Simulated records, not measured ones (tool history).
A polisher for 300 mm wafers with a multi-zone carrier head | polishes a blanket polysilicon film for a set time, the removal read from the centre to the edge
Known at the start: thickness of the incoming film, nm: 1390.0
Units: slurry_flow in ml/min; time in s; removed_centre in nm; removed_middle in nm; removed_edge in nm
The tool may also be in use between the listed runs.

{"run": 1, "day": 0.0, "slurry_flow": 230, "centre_zone": 1, "middle_zone": 1, "edge_zone": 1, "time": 40, "removed_centre": 408.37, "removed_middle": 399.2, "removed_edge": 403.56}
{"run": 2, "day": 0.15, "slurry_flow": 230, "centre_zone": 1, "middle_zone": 1, "edge_zone": 0.92, "time": 40, "removed_centre": 410.13, "removed_middle": 398.83, "removed_edge": 385.78}
{"run": 3, "day": 0.525, "slurry_flow": 205, "centre_zone": 1, "middle_zone": 1, "edge_zone": 0.92, "time": 40, "removed_centre": 395.02, "removed_middle": 391.23, "removed_edge": 379.72}
{"run": 4, "day": 0.671, "slurry_flow": 205, "centre_zone": 1, "middle_zone": 1, "edge_zone": 0.92, "time": 31, "removed_centre": 310.8, "removed_middle": 304.63, "removed_edge": 293.7}
{"run": 5, "day": 0.833, "slurry_flow": 205, "centre_zone": 1, "middle_zone": 1, "edge_zone": 0.92, "time": 40, "removed_centre": 399.53, "removed_middle": 392.62, "removed_edge": 378.85}
{"run": 6, "day": 1.0, "slurry_flow": 205, "centre_zone": 1, "middle_zone": 1.08, "edge_zone": 0.92, "time": 40, "removed_centre": 396.39, "removed_middle": 413.38, "removed_edge": 376.08}
{"run": 7, "day": 1.367, "slurry_flow": 270, "centre_zone": 1.04, "middle_zone": 1.15, "edge_zone": 1.02, "time": 47, "removed_centre": 503.58, "removed_middle": 530.1, "removed_edge": 477.65}

Forecast run 8:
{"run": 8, "day": 1.708, "slurry_flow": 270, "centre_zone": 1.04, "middle_zone": 1.14, "edge_zone": 1.03, "time": 47, "removed_centre": "?", "removed_middle": "?", "removed_edge": "?"}

Run 8 gave removed_centre 504.72 nm, removed_middle 533.36 nm, removed_edge 482.85 nm.

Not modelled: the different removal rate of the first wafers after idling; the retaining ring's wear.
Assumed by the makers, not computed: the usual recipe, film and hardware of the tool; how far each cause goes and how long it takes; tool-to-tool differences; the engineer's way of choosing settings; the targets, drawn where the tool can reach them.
